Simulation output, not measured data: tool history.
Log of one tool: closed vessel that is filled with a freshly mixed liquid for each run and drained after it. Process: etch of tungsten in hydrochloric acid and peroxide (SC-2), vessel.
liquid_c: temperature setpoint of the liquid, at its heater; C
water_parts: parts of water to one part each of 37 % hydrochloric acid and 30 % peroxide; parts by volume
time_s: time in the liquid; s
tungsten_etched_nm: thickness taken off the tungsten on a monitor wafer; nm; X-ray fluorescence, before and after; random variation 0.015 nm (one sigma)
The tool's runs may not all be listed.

Run 1, day 0: liquid_c 54 C, water_parts 8 parts by volume, time_s 30 s. Result: tungsten_etched_nm 6.9628 nm.
Run 2, day 0.092: liquid_c 53 C, water_parts 8 parts by volume, time_s 30 s. Result: tungsten_etched_nm 6.5274 nm.
Run 3, day 0.238: liquid_c 53 C, water_parts 10.5 parts by volume, time_s 30 s. Result: tungsten_etched_nm 5.196 nm.
Run 4, day 0.533: liquid_c 53 C, water_parts 10.5 parts by volume, time_s 30 s. Result: tungsten_etched_nm 5.1975 nm.
Run 5, day 0.654: liquid_c 59 C, water_parts 10.5 parts by volume, time_s 30 s. Result: tungsten_etched_nm 7.6822 nm.
Run 6, day 1.012: liquid_c 59 C, water_parts 10.5 parts by volume, time_s 30 s. Result: tungsten_etched_nm 7.6617 nm.

Run 7 comes next. What will it give?
Run 7, day 1.217: liquid_c 51 C, water_parts 10.5 parts by volume, time_s 30 s. Result: tungsten_etched_nm ?.

{"run 7": {"tungsten_etched_nm": 4.5802}}
